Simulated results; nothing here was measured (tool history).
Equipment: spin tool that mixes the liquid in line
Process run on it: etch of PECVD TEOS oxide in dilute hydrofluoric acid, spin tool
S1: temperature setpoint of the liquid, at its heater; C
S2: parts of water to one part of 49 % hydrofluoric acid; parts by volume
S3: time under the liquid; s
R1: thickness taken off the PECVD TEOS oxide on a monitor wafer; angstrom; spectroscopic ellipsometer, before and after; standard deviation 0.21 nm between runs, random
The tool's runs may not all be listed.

| run | hour | S1 | S2 | S3 | R1 |
|---|---|---|---|---|---|
| 1 | 0.0 | 25.0 | 80 | 70 | 88.369 |
| 2 | 8.2 | 28.0 | 80 | 70 | 100.910 |
| 3 | 14.0 | 29.0 | 70 | 70 | 121.200 |
| 4 | 21.8 | 29.0 | 70 | 50 | 84.971 |
| 5 | 30.5 | 32.0 | 70 | 50 | 96.124 |
| 6 | 37.6 | 29.0 | 70 | 50 | 88.006 |
| 7 | 42.0 | 30.0 | 60 | 55 | 115.400 |
| 8 | 50.5 | 30.5 | 50 | 55 | 142.930 |
| 9 | 51.8 | 30.5 | 45 | 55 | 163.030 |
| 10 | 60.1 | 30.5 | 40 | 55 | 183.270 |
| 11 | 64.0 | 33.0 | 35 | 55 | 239.630 |
| 12 | 72.2 | 32.5 | 35 | 55 | 232.240 |
| 13 | 75.8 | 32.0 | 35 | 55 | 225.580 |

Run 14 has not been measured yet. What should we expect?
|  | 78.4 | thermometer replaced |
| 14 | 78.4 | 31.5 | 35 | 55 | ? |

R1: 233.430 angstrom
